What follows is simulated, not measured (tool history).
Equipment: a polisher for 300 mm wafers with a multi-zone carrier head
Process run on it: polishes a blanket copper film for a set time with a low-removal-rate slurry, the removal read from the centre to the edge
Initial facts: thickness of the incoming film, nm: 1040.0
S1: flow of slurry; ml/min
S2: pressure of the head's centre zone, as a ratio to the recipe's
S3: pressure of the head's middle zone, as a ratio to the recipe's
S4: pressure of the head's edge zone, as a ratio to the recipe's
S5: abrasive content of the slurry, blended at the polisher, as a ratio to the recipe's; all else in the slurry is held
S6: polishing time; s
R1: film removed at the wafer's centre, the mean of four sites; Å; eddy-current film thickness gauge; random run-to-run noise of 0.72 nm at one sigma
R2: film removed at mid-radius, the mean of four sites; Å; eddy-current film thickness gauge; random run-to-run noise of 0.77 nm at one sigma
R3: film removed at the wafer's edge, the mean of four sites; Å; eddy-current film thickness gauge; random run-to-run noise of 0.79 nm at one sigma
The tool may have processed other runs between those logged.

run	hour	S1	S2	S3	S4	S5	S6	R1	R2	R3
1	0.0	230	1.00	1.00	1.00	1.00	34	989.98	976.36	991.14
2	8.5	230	1.00	0.95	1.00	1.00	34	991.50	939.48	1004.80
3	13.5	230	1.00	1.03	1.00	1.00	34	989.05	1033.40	1016.60
4	14.3	285	1.00	1.03	1.00	1.00	34	1031.00	1046.10	1040.80
5	19.2	335	1.00	1.03	1.00	1.00	34	1030.60	1075.80	1039.20
6	27.0	335	1.00	1.03	1.05	1.00	34	1048.30	1085.80	1089.90
7	30.9	295	0.94	0.93	0.95	0.75	24	659.80	668.84	680.33
8	37.8	290	0.93	0.90	0.93	0.70	24	634.90	630.05	661.80
9	45.9	290	0.93	0.89	0.91	0.65	24	620.85	610.30	652.37

The next listed run, before its measurement:
10	51.1	290	0.94	0.89	0.89	0.60	24	?	?	?

R1: 626.62 Å
R2: 606.89 Å
R3: 635.50 Å

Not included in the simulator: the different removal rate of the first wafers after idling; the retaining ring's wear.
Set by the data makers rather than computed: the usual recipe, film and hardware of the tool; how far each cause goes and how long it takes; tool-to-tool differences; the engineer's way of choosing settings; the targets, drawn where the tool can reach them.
